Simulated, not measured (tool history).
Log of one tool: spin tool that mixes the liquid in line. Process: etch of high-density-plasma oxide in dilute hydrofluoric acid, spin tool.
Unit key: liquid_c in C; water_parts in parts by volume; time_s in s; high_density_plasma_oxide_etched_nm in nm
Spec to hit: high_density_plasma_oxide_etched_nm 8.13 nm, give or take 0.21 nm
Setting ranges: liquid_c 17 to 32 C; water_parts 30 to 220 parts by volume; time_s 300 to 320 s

| run | day | liquid_c | water_parts | time_s | high_density_plasma_oxide_etched_nm |
|---|---|---|---|---|---|
| 1 | 0 | 24 | 125 | 300 | 11.968 |
| 2 | 0.158 | 24 | 155 | 300 | 9.4286 |
| 3 | 0.279 | 24 | 155 | 320 | 9.9542 |
| 4 | 0.358 | 23.5 | 155 | 320 | 9.7453 |
| 5 | 0.625 | 25 | 155 | 320 | 10.386 |
| 6 | 0.829 | 24 | 155 | 320 | 9.979 |
| 7 | 0.975 | 23.5 | 155 | 320 | 9.7111 |
| 8 | 1.208 | 23 | 155 | 320 | 9.6078 |
| 9 | 1.267 | 22.5 | 155 | 320 | 9.3748 |
| 10 | 1.383 | 22 | 155 | 320 | 9.2846 |
| 11 | 1.5 | 21.5 | 155 | 320 | 9.001 |
| 12 | 1.604 | 21 | 155 | 320 | 8.7755 |
| 13 | 1.638 | 20 | 155 | 320 | 8.504 |

Of the 4 settings listed for the next run, only one would bring every result within its allowed miss of target. Which one?
| A | 1.671 | 20 | 155 | 305 | ? |
| B | 1.671 | 19 | 145 | 320 | ? |
| C | 1.671 | 21.5 | 160 | 320 | ? |
| D | 1.671 | 20 | 145 | 305 | ? |

| move | high_density_plasma_oxide_etched_nm |
|---|---|
| A | 8.0857 |
| B | 8.8029 |
| C | 8.6718 |
| D | 8.7337 |
A: meets every target
B: misses by more than the last run did
C: misses by more than the last run did
D: misses by more than the last run did
A meets every target.

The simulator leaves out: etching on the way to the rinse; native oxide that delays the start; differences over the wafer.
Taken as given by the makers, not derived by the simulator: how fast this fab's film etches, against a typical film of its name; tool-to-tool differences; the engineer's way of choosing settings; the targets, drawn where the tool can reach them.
